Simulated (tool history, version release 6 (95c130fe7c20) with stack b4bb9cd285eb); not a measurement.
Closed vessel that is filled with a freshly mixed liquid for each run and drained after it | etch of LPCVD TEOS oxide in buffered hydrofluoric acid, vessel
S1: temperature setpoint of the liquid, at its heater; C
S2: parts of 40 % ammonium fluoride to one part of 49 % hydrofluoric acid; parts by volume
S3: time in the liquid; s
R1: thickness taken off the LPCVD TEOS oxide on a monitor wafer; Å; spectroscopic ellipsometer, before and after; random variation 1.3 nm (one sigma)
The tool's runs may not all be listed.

run	day	S1	S2	S3	R1
1	0	23	20	95	1497.4
2	0.15	23	16	95	1876.5
3	0.479	23	11.5	95	2656.7
4	0.55	21	13	95	2042.8
5	0.792	21	13	100	2217.9
6	0.842	20	14	100	1893.2

Forecast run 7:
7	1.046	19	14.5	100	?

{"run 7": {"R1": 1733.7}}
